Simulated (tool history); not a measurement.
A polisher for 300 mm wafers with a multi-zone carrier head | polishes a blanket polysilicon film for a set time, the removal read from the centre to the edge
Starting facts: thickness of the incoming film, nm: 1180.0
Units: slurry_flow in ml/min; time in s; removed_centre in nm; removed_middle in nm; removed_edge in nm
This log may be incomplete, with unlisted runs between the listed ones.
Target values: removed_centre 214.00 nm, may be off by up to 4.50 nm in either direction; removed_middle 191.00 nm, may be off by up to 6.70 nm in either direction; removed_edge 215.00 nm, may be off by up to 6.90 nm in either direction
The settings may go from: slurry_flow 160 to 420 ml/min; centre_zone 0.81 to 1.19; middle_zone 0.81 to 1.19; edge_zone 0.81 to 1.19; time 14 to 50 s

run,hour,slurry_flow,centre_zone,middle_zone,edge_zone,time,removed_centre,removed_middle,removed_edge
1,0.0,270,1.00,1.00,1.00,32,329.57,334.72,333.36
2,7.1,205,1.00,1.00,1.00,32,317.93,322.52,330.33
3,12.4,205,1.00,0.97,0.98,30,294.92,301.09,302.36
4,15.1,205,1.01,0.95,0.99,28,273.83,274.49,284.90
5,21.5,205,1.02,0.93,0.99,27,269.54,256.23,274.89
6,27.0,210,1.02,0.91,0.98,26,258.46,240.34,263.09
7,35.9,215,1.01,0.90,0.97,25,251.75,234.85,248.67
8,37.8,215,1.01,0.89,0.97,24,238.40,221.32,244.49
9,43.6,200,1.00,0.82,0.87,21,203.73,182.46,202.31
10,45.8,205,1.00,0.82,0.88,21,205.14,179.13,205.20
11,52.3,210,1.00,0.83,0.89,21,205.53,182.60,202.80
12,55.5,210,1.00,0.83,0.90,21,203.40,185.46,205.41
13,56.5,270,1.03,0.82,0.94,21,217.91,189.40,214.02

Of the 5 settings listed for the next run, only one would bring every result within its allowed miss of target. Which one?
A,57.5,230,1.06,0.83,0.96,21,?,?,?
B,57.5,220,1.08,0.82,1.09,21,?,?,?
C,57.5,320,1.10,0.86,1.00,20,?,?,?
D,57.5,280,1.07,0.86,0.93,21,?,?,?
E,57.5,290,1.04,0.88,1.02,20,?,?,?

move,removed_centre,removed_middle,removed_edge
A,221.76,184.39,210.17
B,224.62,181.54,222.76
C,227.67,187.00,209.33
D,229.29,193.95,210.34
E,213.05,188.91,209.84
A: lands further from the targets than the last run did
B: lands further from the targets than the last run did
C: lands further from the targets than the last run did
D: lands further from the targets than the last run did
E: every result within its allowed miss
Correct choice: E, which meets every target
